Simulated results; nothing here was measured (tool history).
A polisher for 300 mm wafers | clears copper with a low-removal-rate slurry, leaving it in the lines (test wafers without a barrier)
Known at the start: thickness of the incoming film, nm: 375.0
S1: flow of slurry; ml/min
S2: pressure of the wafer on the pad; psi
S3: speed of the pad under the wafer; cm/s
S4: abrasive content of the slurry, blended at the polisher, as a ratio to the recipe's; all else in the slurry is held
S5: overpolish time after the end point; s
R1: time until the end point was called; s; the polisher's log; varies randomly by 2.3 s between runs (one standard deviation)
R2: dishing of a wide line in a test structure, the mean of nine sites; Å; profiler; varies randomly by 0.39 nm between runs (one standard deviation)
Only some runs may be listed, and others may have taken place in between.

| run | hour | S1 | S2 | S3 | S4 | S5 | R1 | R2 |
|---|---|---|---|---|---|---|---|---|
| 1 | 0 | 190 | 2.8 | 132 | 1 | 26 | 101.86 | 518.34 |
| 2 | 0.9 | 190 | 2.6 | 134 | 1 | 22 | 106.55 | 439.65 |
| 3 | 4.6 | 190 | 2.1 | 134 | 1 | 22 | 136.98 | 347.62 |
| 4 | 9.7 | 235 | 2.1 | 134 | 1 | 22 | 130.52 | 356.79 |
| 5 | 16.1 | 235 | 2.1 | 116 | 1 | 22 | 151.9 | 324.84 |
| 6 | 20 | 240 | 2.1 | 120 | 1 | 19 | 142.47 | 290.26 |
| 7 | 22.9 | 245 | 2.2 | 126 | 1 | 10 | 134.53 | 181.42 |

The next listed run, before its measurement:
| 8 | 27.2 | 245 | 2.2 | 126 | 1 | 11 | ? | ? |

{"run 8": {"R1": 132.77, "R2": 199.76}}
